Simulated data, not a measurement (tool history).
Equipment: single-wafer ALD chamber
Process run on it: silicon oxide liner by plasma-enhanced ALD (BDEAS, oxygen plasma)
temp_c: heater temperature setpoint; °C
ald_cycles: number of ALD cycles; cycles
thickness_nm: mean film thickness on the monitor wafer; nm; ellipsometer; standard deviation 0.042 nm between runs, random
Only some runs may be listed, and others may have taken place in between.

run,hour,temp_c,ald_cycles,thickness_nm
1,0.0,315,84,7.7599
2,4.9,315,87,8.0807
3,8.2,315,75,6.9294
4,9.2,314,81,7.4545
5,12.2,314,70,6.4866
6,20.1,313,77,7.1379

What does the tool deliver on the next run?
7,26.0,311,90,?

Run 7 yielded thickness_nm 8.3060 nm.
